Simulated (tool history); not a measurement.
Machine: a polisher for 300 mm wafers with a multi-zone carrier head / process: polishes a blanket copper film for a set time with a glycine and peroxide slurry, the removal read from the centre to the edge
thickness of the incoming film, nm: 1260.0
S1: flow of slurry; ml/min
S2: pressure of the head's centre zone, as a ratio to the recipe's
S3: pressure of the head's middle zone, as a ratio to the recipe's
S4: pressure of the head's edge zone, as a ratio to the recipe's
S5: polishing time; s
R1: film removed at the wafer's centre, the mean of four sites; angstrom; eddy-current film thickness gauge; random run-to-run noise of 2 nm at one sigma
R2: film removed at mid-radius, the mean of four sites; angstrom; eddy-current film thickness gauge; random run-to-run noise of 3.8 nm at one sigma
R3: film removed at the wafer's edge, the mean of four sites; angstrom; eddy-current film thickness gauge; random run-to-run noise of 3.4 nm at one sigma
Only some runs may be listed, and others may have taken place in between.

run  hour   S1    S2    S3    S4  S5      R1      R2      R3
  1     0  135     1     1     1  71  3011.3  2905.5  2787.2
  2   4.9  125  0.97  1.01  0.98  70  2832.4  2849.4  2671.9
  3  12.3  120  0.95  1.02  0.98  70  2710.6    2786  2683.4
  4  16.1  115  0.94  1.04  0.96  70  2702.9  2804.1  2592.4
  5  21.4  115  0.94  1.04  0.96  52  2024.7  2129.9  1961.5
  6  25.1  115  0.94  1.04  0.96  45  1725.5  1852.7  1688.5
  7  29.9  125  0.94  1.07     1  48  1882.6  2039.1  1841.3
  8  34.1  130  0.93  1.09  1.03  51  2011.4  2231.2  1991.5
     34.8  -- edge zone pressure recalibrated
  9  34.8  140  0.92   1.1  1.06  53  2101.6  2373.9  2149.3
 10  37.3  150  0.92  1.11  1.08  53  2118.5  2438.9  2245.6
 11  42.2  160  0.93  1.12  1.09  53    2143  2424.8  2297.2
 12  45.7  160  0.93  1.12  1.09  53  2156.2  2455.6  2258.8

What does the tool deliver on the next run?
 13  50.7  165  0.93  1.14  1.1  54   ?   ?   ?

{"run 13": {"R1": 2234.2, "R2": 2570.6, "R3": 2345}}
